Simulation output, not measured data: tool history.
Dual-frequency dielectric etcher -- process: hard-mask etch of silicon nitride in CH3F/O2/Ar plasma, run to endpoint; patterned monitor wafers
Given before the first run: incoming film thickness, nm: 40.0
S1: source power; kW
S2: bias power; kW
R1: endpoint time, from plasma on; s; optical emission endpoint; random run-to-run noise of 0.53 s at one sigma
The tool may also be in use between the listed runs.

run,day,S1,S2,R1
1,0,0.44,0.058,56.248
2,0.35,0.38,0.053,60.939
3,0.483,0.38,0.062,57.648
4,0.742,0.38,0.069,55.896
5,1.038,0.38,0.061,58.742
6,1.412,0.44,0.061,56.076
7,1.442,0.38,0.053,62.043
8,1.75,0.35,0.051,63.594
9,2.004,0.32,0.048,66.235

What will run 10 give?
10,2.342,0.3,0.046,?

For run 10 the tool returned R1 67.942 s.
